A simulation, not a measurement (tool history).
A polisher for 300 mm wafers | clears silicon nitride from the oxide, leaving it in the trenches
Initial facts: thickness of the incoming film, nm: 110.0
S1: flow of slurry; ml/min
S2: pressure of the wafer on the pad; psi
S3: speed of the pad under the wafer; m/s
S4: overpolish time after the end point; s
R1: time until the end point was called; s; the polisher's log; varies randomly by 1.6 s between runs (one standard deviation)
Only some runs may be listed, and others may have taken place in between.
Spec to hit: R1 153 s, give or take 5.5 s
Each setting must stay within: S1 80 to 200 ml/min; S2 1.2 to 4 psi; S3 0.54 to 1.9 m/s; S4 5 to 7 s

run	hour	S1	S2	S3	S4	R1
1	0	130	2.6	1.22	7	110.18
2	4.2	130	2.6	1.46	7	90.532
3	7.4	125	2.2	1.46	7	104.11
4	10.6	145	2.2	1.46	7	103.99
5	15.5	145	2.2	1.46	5	101.24
6	19.9	145	1.9	1.44	5	120.72
7	25.9	145	1.7	1.44	5	131.25
8	31.6	145	1.6	1.44	5	142.59
9	32.9	140	1.6	1.44	5	142
10	41.6	135	1.6	1.44	5	141.3
11	49.2	130	1.6	1.44	5	140.07
12	51.8	130	1.3	1.44	5	172.01
13	52.3	140	1.3	1.44	5	170.51
14	55.7	140	1.4	1.44	5	162.2

Which one of the following 4 next-run settings gets every result inside its allowed miss? There is exactly one.
A	59.1	95	1.4	1.44	6	?
B	59.1	120	1.5	1.34	7	?
C	59.1	135	1.2	1.52	7	?
D	59.1	120	1.6	1.38	6	?

move	R1
A	175.13
B	165.92
C	173.81
D	152.23
A: further off than the last run
B: further off than the last run
C: further off than the last run
D: all results land within tolerance of their targets
D is the move that brings every result within its allowed miss.

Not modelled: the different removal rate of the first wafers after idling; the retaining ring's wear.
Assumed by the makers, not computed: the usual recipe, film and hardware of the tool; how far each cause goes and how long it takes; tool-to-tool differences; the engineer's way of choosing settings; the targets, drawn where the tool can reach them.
